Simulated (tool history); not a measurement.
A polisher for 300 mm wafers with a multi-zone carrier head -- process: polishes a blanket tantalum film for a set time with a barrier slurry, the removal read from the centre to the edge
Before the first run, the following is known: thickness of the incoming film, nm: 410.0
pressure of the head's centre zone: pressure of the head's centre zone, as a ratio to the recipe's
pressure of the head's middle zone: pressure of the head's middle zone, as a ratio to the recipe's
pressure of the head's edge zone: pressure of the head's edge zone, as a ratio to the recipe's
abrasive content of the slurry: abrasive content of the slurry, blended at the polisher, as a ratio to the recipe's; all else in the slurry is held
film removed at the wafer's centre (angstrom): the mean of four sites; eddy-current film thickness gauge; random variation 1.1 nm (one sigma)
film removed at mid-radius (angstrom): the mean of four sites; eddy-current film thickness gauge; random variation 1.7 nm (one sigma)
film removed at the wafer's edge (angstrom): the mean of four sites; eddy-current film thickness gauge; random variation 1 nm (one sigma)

run,hour,flow of slurry (ml/min),pressure of the head's centre zone,pressure of the head's middle zone,pressure of the head's edge zone,abrasive content of the slurry,polishing time (s),film removed at the wafer's centre (angstrom),film removed at mid-radius (angstrom),film removed at the wafer's edge (angstrom)
1,0.0,205,1.00,1.00,1.00,1.00,59,691.36,754.65,744.78
2,8.4,220,1.05,1.04,1.02,1.15,61,768.39,819.04,803.09
3,12.7,220,1.05,1.09,1.02,1.15,61,756.19,864.46,817.57
4,19.8,230,1.09,1.11,1.00,1.25,64,879.36,939.14,847.04
5,24.6,235,1.11,1.13,1.02,1.35,66,908.91,999.90,894.42
6,30.5,235,1.11,1.09,1.02,1.35,66,914.74,968.98,898.77

Run 7 has not been measured yet. What should we expect?
7,35.3,240,1.13,1.11,1.03,1.40,68,?,?,?

Run 7 measured film removed at the wafer's centre (angstrom) 971.70, film removed at mid-radius (angstrom) 1035.60, film removed at the wafer's edge (angstrom) 939.56.
